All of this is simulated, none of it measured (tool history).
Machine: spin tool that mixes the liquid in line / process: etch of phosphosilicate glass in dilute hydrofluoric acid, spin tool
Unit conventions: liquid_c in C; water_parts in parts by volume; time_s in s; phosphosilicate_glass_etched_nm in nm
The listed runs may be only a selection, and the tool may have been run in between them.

run	hour	liquid_c	water_parts	time_s	phosphosilicate_glass_etched_nm
1	0.0	24.0	110	120	94.636
2	3.9	26.0	90	120	128.440
3	7.1	26.0	90	125	136.150
4	12.0	26.0	130	125	87.612
5	19.8	26.0	155	125	72.688
6	21.2	27.5	125	125	100.450
7	23.6	31.5	80	125	193.210
8	30.7	31.5	75	125	207.340
9	33.6	31.5	70	125	222.790
10	34.2	32.0	60	125	269.010
11	38.1	31.5	60	125	262.580
12	42.9	31.0	60	125	257.790

Predict the results of run 13:
13	45.9	30.5	60	125	?

phosphosilicate_glass_etched_nm: 256.090 nm

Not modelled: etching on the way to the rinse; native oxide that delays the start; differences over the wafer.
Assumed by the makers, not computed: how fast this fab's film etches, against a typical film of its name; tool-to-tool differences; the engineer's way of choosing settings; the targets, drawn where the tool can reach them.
